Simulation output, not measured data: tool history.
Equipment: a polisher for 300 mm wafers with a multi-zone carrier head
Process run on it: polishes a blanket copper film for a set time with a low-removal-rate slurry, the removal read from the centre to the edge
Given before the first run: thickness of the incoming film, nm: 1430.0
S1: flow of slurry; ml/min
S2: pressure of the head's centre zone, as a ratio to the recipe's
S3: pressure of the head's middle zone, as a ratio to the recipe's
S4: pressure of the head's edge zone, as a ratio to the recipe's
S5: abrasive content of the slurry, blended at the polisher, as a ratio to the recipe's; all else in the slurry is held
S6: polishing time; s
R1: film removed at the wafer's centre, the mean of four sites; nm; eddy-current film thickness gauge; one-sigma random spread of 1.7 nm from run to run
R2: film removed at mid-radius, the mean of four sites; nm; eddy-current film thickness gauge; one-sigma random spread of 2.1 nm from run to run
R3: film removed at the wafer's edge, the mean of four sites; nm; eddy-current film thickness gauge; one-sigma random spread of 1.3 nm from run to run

run 1 day=0 | S1=215 S2=1 S3=1 S4=1 S5=1 S6=60 | R1=191.69 R2=195.15 R3=193.58
run 2 day=0.196 | S1=210 S2=0.98 S3=1 S4=0.98 S5=0.95 S6=60 | R1=190.75 R2=188.62 R3=192.33
run 3 day=0.308 | S1=210 S2=0.98 S3=1 S4=0.98 S5=0.8 S6=60 | R1=179.31 R2=182.05 R3=184.93
run 4 day=0.583 | S1=210 S2=0.97 S3=1.01 S4=0.97 S5=0.75 S6=59 | R1=172.79 R2=178.75 R3=175.48
run 5 day=0.867 | S1=210 S2=0.97 S3=1.01 S4=0.97 S5=0.75 S6=74 | R1=219.74 R2=224.1 R3=220.52
run 6 day=1.092 | S1=210 S2=0.97 S3=1.07 S4=0.97 S5=0.75 S6=74 | R1=220.66 R2=234.02 R3=219.45
run 7 day=1.125 | S1=205 S2=0.95 S3=1.06 S4=0.96 S5=0.7 S6=72 | R1=202.59 R2=220.9 R3=210
run 8 day=1.229 | S1=205 S2=0.94 S3=1.06 S4=0.95 S5=0.65 S6=70 | R1=191.64 R2=212.82 R3=196
run 9 day=1.517 | S1=205 S2=0.94 S3=1.06 S4=0.95 S5=0.65 S6=70 | R1=191.31 R2=212.13 R3=200.98
run 10 day=1.892 | S1=205 S2=0.94 S3=1.06 S4=0.94 S5=0.65 S6=68 | R1=187.31 R2=209.59 R3=193.86
run 11 day=1.95 | S1=205 S2=0.93 S3=1.05 S4=0.94 S5=0.65 S6=66 | R1=180.23 R2=203.75 R3=187.54
run 12 day=2.075 | S1=200 S2=0.93 S3=1.04 S4=0.94 S5=0.65 S6=65 | R1=173.27 R2=187.5 R3=183.62
run 13 day=2.125 | S1=200 S2=0.93 S3=1.04 S4=0.94 S5=0.65 S6=65 | R1=177.4 R2=194.37 R3=181.84
run 14 day=2.471 | S1=195 S2=0.92 S3=1.03 S4=0.94 S5=0.65 S6=64 | R1=169.42 R2=188.07 R3=180.61
run 15 day=2.6 | S1=190 S2=0.91 S3=1.03 S4=0.93 S5=0.65 S6=64 | R1=165.44 R2=184.16 R3=181.47
run 16 day=2.633 | S1=200 S2=0.9 S3=1.07 S4=0.86 S5=0.5 S6=57 | R1=135.72 R2=162.19 R3=143.84
run 17 day=2.812 | S1=200 S2=0.9 S3=1.07 S4=0.87 S5=0.5 S6=57 | R1=137.55 R2=164.29 R3=145.47

Expected results for the next run?
run 18 day=3.112 | S1=200 S2=0.9 S3=1.07 S4=0.88 S5=0.5 S6=57 | R1=? R2=? R3=?

R1: 136.7 nm
R2: 166.19 nm
R3: 146.66 nm
